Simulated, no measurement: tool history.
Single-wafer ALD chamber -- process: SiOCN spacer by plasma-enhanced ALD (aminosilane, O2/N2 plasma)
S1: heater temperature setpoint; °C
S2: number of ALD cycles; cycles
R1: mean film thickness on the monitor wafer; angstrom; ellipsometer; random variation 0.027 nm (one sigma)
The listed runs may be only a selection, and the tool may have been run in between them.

run  hour   S1  S2      R1
  1   0.0  425  74  43.142
  2   3.8  425  63  36.584
  3   8.9  423  65  38.066
  4  14.4  428  65  37.009
  5  20.6  426  66  37.962
  6  25.1  424  67  39.161
  7  34.0  424  67  39.338

Expected results for the next run?
  8  39.5  422  68   ?

{"run 8": {"R1": 39.922}}
